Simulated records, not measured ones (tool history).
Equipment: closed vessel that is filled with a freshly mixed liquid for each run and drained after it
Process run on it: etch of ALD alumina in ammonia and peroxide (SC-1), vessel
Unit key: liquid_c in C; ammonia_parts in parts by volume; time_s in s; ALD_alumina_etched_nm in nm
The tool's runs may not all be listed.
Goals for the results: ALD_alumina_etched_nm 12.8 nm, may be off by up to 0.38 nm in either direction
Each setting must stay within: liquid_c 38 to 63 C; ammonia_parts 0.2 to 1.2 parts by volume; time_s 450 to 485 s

| run | hour | liquid_c | ammonia_parts | time_s | ALD_alumina_etched_nm |
|---|---|---|---|---|---|
| 1 | 0 | 47 | 0.7 | 450 | 22.112 |
| 2 | 2.1 | 44 | 0.6 | 450 | 18.332 |
| 3 | 4.8 | 44 | 0.6 | 450 | 18.094 |
| 4 | 10.7 | 48 | 0.6 | 450 | 23.133 |
| 5 | 13.2 | 48 | 0.8 | 450 | 23.562 |
| 6 | 17.4 | 48 | 0.9 | 450 | 24.024 |
| 7 | 21.9 | 45 | 0.8 | 450 | 19.959 |
| 8 | 23.2 | 43 | 0.7 | 450 | 17.332 |
| 9 | 23.9 | 43 | 0.7 | 450 | 17.601 |
| 10 | 24.4 | 38 | 0.4 | 450 | 12.179 |

4 next moves are on the table. One of them brings every result within its allowed miss. Which?
| A | 24.9 | 39 | 0.4 | 465 | ? |
| B | 24.9 | 39 | 0.45 | 460 | ? |
| C | 24.9 | 39 | 0.35 | 450 | ? |
| D | 24.9 | 38.5 | 0.7 | 455 | ? |

| move | ALD_alumina_etched_nm |
|---|---|
| A | 13.681 |
| B | 13.687 |
| C | 13.072 |
| D | 13.709 |
A: the result that was furthest off in the last run now lies on the other side of its target
B: the result that was furthest off in the last run now lies on the other side of its target
C: every result within its allowed miss
D: the result that was furthest off in the last run now lies on the other side of its target
C meets every target.
